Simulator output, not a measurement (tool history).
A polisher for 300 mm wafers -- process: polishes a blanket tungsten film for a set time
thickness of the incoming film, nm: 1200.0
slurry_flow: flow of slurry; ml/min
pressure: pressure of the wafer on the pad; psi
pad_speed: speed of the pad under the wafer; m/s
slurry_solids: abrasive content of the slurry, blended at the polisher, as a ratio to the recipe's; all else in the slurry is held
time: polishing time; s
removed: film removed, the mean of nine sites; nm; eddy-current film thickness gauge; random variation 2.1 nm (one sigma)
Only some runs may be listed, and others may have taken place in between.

Run 1, day 0: slurry_flow 320 ml/min, pressure 3.7 psi, pad_speed 1.16 m/s, slurry_solids 1, time 90 s. Result: removed 412.08 nm.
Run 2, day 0.142: slurry_flow 320 ml/min, pressure 3.1 psi, pad_speed 1.14 m/s, slurry_solids 1, time 90 s. Result: removed 341.43 nm.
Run 3, day 0.279: slurry_flow 320 ml/min, pressure 3.1 psi, pad_speed 1.14 m/s, slurry_solids 1.1, time 90 s. Result: removed 354.19 nm.
Run 4, day 0.442: slurry_flow 285 ml/min, pressure 3.1 psi, pad_speed 1.14 m/s, slurry_solids 1.1, time 90 s. Result: removed 351.79 nm.
Run 5, day 0.704: slurry_flow 285 ml/min, pressure 3.9 psi, pad_speed 1.14 m/s, slurry_solids 1.1, time 90 s. Result: removed 436.24 nm.
Run 6, day 0.842: slurry_flow 285 ml/min, pressure 3.9 psi, pad_speed 1.14 m/s, slurry_solids 1.25, time 90 s. Result: removed 449.83 nm.
Run 7, day 0.946: slurry_flow 285 ml/min, pressure 3.2 psi, pad_speed 1.12 m/s, slurry_solids 1.25, time 90 s. Result: removed 367.91 nm.
Run 8, day 1.1: slurry_flow 285 ml/min, pressure 2.7 psi, pad_speed 1.1 m/s, slurry_solids 1.25, time 90 s. Result: removed 302.55 nm.
Run 9, day 1.325: slurry_flow 285 ml/min, pressure 2.4 psi, pad_speed 1.1 m/s, slurry_solids 1.25, time 90 s. Result: removed 272.43 nm.
Run 10, day 1.571: slurry_flow 285 ml/min, pressure 2.3 psi, pad_speed 1.1 m/s, slurry_solids 1.25, time 90 s. Result: removed 261.83 nm.

Run 11 is up next; what results do you expect?
Run 11, day 1.667: slurry_flow 285 ml/min, pressure 2.2 psi, pad_speed 1.1 m/s, slurry_solids 1.25, time 90 s. Result: removed ?.

Run 11 came out at removed 250.67 nm.
